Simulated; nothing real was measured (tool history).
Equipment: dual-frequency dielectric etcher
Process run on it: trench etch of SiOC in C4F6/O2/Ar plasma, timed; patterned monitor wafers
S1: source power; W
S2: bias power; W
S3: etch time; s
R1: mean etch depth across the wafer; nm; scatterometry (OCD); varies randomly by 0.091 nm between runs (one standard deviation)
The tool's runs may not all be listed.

run	hour	S1	S2	S3	R1
1	0.0	340	203	10.5	21.903
2	2.4	360	206	10.5	22.238
3	4.4	380	210	10.5	22.681
4	11.9	400	214	10.5	22.727
5	17.7	400	185	10.5	22.214
6	26.2	420	196	10.5	22.870
7	28.4	430	201	10.5	23.076
8	36.3	440	206	10.5	23.262

The next listed run, before its measurement:
9	44.0	440	206	10.5	?

R1: 23.240 nm
